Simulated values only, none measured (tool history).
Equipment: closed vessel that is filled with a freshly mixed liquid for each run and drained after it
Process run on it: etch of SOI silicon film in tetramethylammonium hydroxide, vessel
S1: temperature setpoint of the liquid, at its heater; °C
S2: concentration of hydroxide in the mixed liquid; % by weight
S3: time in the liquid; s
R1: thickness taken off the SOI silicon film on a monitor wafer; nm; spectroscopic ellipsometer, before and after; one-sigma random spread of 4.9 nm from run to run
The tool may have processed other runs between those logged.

run 1 hour=0 | S1=66 S2=9.5 S3=85 | R1=500.69
run 2 hour=5.5 | S1=66 S2=9.5 S3=90 | R1=522.75
run 3 hour=8.6 | S1=67.5 S2=9.5 S3=90 | R1=575.08
run 4 hour=11 | S1=68.5 S2=9.5 S3=90 | R1=612.53
run 5 hour=12.4 | S1=63.5 S2=9.5 S3=90 | R1=447.81
run 6 hour=13.8 | S1=65.5 S2=9.5 S3=90 | R1=504.63
run 7 hour=16.4 | S1=67 S2=9.5 S3=90 | R1=565.08
run 8 hour=22.2 | S1=68 S2=9.5 S3=90 | R1=591.19
run 9 hour=22.9 | S1=68.5 S2=9.5 S3=90 | R1=601.78

What does the tool deliver on the next run?
run 10 hour=29 | S1=69 S2=9.5 S3=90 | R1=?

{"run 10": {"R1": 633.65}}
